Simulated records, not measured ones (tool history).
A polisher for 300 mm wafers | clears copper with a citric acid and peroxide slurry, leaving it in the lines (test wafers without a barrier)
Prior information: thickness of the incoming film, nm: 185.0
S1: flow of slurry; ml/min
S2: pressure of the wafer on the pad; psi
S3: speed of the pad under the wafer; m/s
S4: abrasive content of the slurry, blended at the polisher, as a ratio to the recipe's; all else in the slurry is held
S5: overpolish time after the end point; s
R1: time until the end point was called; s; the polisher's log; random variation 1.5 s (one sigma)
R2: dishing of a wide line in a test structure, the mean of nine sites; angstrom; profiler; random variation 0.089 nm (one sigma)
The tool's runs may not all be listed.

Run 1, hour 0.0: S1 225 ml/min, S2 2.1 psi, S3 1.34 m/s, S4 1.0, S5 15 s. Result: R1 112.280 s, R2 91.691 angstrom.
Run 2, hour 1.7: S1 225 ml/min, S2 2.1 psi, S3 1.56 m/s, S4 1.0, S5 15 s. Result: R1 101.430 s, R2 96.488 angstrom.
Run 3, hour 9.4: S1 225 ml/min, S2 2.0 psi, S3 1.56 m/s, S4 1.0, S5 14 s. Result: R1 108.600 s, R2 89.351 angstrom.
Run 4, hour 16.9: S1 225 ml/min, S2 2.0 psi, S3 1.84 m/s, S4 1.0, S5 14 s. Result: R1 95.424 s, R2 95.863 angstrom.
Run 5, hour 21.7: S1 200 ml/min, S2 2.0 psi, S3 1.84 m/s, S4 1.0, S5 14 s. Result: R1 98.656 s, R2 95.872 angstrom.
Run 6, hour 30.2: S1 200 ml/min, S2 2.0 psi, S3 1.84 m/s, S4 1.1, S5 14 s. Result: R1 94.394 s, R2 95.708 angstrom.

What does the tool deliver on the next run?
Run 7, hour 35.5: S1 200 ml/min, S2 1.9 psi, S3 1.84 m/s, S4 1.1, S5 13 s. Result: R1 ?, R2 ?.

R1: 97.130 s
R2: 91.404 angstrom
